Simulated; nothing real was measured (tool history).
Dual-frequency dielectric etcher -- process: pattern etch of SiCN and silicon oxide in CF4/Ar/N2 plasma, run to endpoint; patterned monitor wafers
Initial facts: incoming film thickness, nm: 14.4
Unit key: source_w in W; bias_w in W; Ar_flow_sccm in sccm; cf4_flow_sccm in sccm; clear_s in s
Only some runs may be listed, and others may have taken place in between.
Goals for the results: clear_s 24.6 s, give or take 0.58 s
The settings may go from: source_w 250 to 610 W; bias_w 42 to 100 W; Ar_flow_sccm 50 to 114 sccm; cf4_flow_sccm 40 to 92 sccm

run 1 hour=0 | source_w=430 bias_w=71 Ar_flow_sccm=82 cf4_flow_sccm=66 | clear_s=15.58
run 2 hour=8.3 | source_w=390 bias_w=68 Ar_flow_sccm=83 cf4_flow_sccm=65 | clear_s=18.002
run 3 hour=9 | source_w=390 bias_w=80 Ar_flow_sccm=83 cf4_flow_sccm=65 | clear_s=16.853
run 4 hour=11.5 | source_w=360 bias_w=79 Ar_flow_sccm=83 cf4_flow_sccm=65 | clear_s=18.544
run 5 hour=14.9 | source_w=340 bias_w=79 Ar_flow_sccm=83 cf4_flow_sccm=65 | clear_s=19.806
run 6 hour=21.3 | source_w=340 bias_w=91 Ar_flow_sccm=83 cf4_flow_sccm=65 | clear_s=18.87
run 7 hour=26.4 | source_w=320 bias_w=90 Ar_flow_sccm=83 cf4_flow_sccm=65 | clear_s=20.325
run 8 hour=32.6 | source_w=320 bias_w=90 Ar_flow_sccm=83 cf4_flow_sccm=65 | clear_s=20.296
run 9 hour=35.8 | source_w=310 bias_w=90 Ar_flow_sccm=83 cf4_flow_sccm=65 | clear_s=21.062
run 10 hour=37.8 | source_w=250 bias_w=86 Ar_flow_sccm=85 cf4_flow_sccm=64 | clear_s=28.776
run 11 hour=42.6 | source_w=260 bias_w=86 Ar_flow_sccm=85 cf4_flow_sccm=64 | clear_s=27.089
run 12 hour=44.4 | source_w=270 bias_w=86 Ar_flow_sccm=85 cf4_flow_sccm=64 | clear_s=25.963
run 13 hour=51.9 | source_w=270 bias_w=86 Ar_flow_sccm=85 cf4_flow_sccm=64 | clear_s=25.523

Consider the 4 candidate settings below. Which is the only one whose results all fall within their allowed miss of target?
run A hour=59.4 | source_w=260 bias_w=97 Ar_flow_sccm=88 cf4_flow_sccm=64 | clear_s=?
run B hour=59.4 | source_w=290 bias_w=83 Ar_flow_sccm=69 cf4_flow_sccm=41 | clear_s=?
run C hour=59.4 | source_w=280 bias_w=78 Ar_flow_sccm=86 cf4_flow_sccm=64 | clear_s=?
run D hour=59.4 | source_w=270 bias_w=86 Ar_flow_sccm=72 cf4_flow_sccm=56 | clear_s=?

move=A clear_s=25.711
move=B clear_s=24.284
move=C clear_s=25.285
move=D clear_s=25.475
A: its largest miss is bigger than the last run's
B: meets every target
C: nearer the targets than the last run, but a result is still out of spec
D: nearer the targets than the last run, but a result is still out of spec
Go with B: it meets all targets.
